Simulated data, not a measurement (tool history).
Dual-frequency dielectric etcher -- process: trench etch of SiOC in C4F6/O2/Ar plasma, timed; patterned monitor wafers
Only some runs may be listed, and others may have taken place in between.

run  hour  source power (kW)  bias power (kW)  etch time (s)  mean etch depth across the wafer (angstrom)
  1   0.0              0.480            0.160           10.5                                       215.39
  2   6.8              0.550            0.160           10.5                                       225.56
  3  15.4              0.550            0.177           10.5                                       230.86
  4  20.5              0.480            0.171           10.5                                       219.84
  5  24.5              0.540            0.171           10.5                                       227.50
  6  28.6              0.480            0.165           10.5                                       217.16

What does the tool deliver on the next run?
  7  31.2              0.430            0.161           10.5                                            ?

Run 7 came out at mean etch depth across the wafer (angstrom) 207.33.
